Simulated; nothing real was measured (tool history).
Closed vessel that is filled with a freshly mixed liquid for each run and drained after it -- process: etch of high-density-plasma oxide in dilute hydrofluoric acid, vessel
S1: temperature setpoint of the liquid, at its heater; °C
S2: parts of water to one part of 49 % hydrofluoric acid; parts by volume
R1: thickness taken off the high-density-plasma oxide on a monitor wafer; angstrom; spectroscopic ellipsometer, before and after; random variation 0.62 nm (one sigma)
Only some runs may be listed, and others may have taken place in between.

Run 1, day 0.000: S1 23.0 °C, S2 150 parts by volume, time in the liquid (s) 1710. Result: R1 806.74 angstrom.
Run 2, day 0.208: S1 24.5 °C, S2 145 parts by volume, time in the liquid (s) 1710. Result: R1 892.90 angstrom.
Run 3, day 0.488: S1 24.5 °C, S2 120 parts by volume, time in the liquid (s) 1710. Result: R1 1112.90 angstrom.
Run 4, day 0.725: S1 22.0 °C, S2 120 parts by volume, time in the liquid (s) 1710. Result: R1 1003.60 angstrom.
Run 5, day 0.817: S1 23.5 °C, S2 120 parts by volume, time in the liquid (s) 1710. Result: R1 1059.30 angstrom.
Run 6, day 0.879: S1 24.5 °C, S2 120 parts by volume, time in the liquid (s) 1710. Result: R1 1108.60 angstrom.
Run 7, day 1.038: S1 24.5 °C, S2 120 parts by volume, time in the liquid (s) 1710. Result: R1 1117.30 angstrom.
Run 8, day 1.208: S1 25.5 °C, S2 120 parts by volume, time in the liquid (s) 1710. Result: R1 1158.20 angstrom.
Run 9, day 1.596: S1 26.5 °C, S2 120 parts by volume, time in the liquid (s) 1710. Result: R1 1196.80 angstrom.
Run 10, day 1.942: S1 27.0 °C, S2 120 parts by volume, time in the liquid (s) 1710. Result: R1 1226.90 angstrom.

Run 11 is up next; what results do you expect?
Run 11, day 2.325: S1 27.5 °C, S2 120 parts by volume, time in the liquid (s) 1710. Result: R1 ?.

{"run 11": {"R1": 1249.6}}
